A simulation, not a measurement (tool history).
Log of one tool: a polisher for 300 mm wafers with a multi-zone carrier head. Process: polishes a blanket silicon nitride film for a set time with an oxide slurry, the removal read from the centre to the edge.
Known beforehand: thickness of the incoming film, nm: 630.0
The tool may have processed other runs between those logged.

run	hour	flow of slurry (ml/min)	pressure of the head's centre zone	pressure of the head's middle zone	pressure of the head's edge zone	abrasive content of the slurry	polishing time (s)	film removed at the wafer's centre (angstrom)	film removed at mid-radius (angstrom)	film removed at the wafer's edge (angstrom)
1	0	200	1	1	1	1	62	382.88	380.81	365.99
2	2.1	200	1	1	1.06	1	62	381.06	374.4	381.59
3	9.6	200	1	1	0.98	1	62	377.4	372.58	363.49
4	15.9	200	1	1	1.01	1	62	376.12	374.35	364.9
# hour 22.9: edge zone pressure recalibrated
5	22.9	190	0.99	0.97	0.99	1	62	377.32	363.15	373.18
6	31.9	185	0.98	0.96	0.97	0.95	62	352.65	348.13	353.73
7	37.6	175	0.98	0.95	0.95	0.95	62	353.33	345.49	346.36
8	43.6	170	0.98	0.93	0.94	0.95	62	351.75	340.74	349.56

Forecast run 9:
9	47.3	165	0.98	0.92	0.93	0.95	62	?	?	?

Run 9 produced film removed at the wafer's centre (angstrom) 351.37, film removed at mid-radius (angstrom) 338.2, film removed at the wafer's edge (angstrom) 349.17.
